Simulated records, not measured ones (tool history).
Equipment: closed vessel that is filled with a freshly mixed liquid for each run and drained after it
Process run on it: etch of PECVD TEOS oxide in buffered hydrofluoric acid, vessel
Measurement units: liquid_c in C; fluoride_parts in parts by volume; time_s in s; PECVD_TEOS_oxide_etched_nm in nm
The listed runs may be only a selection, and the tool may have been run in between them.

run	hour	liquid_c	fluoride_parts	time_s	PECVD_TEOS_oxide_etched_nm
1	0	23	8.5	100	432.42
2	6.9	23	8.5	100	430.17
3	10	23	8.5	105	450.01
4	12.6	23	8.5	105	450.43
5	21.9	20.5	8.5	105	392.08
6	30.8	17	8.5	105	321.01

Run 7 comes next. What will it give?
7	39.9	20	8.5	105	?

Run 7 gave PECVD_TEOS_oxide_etched_nm 370.96 nm.
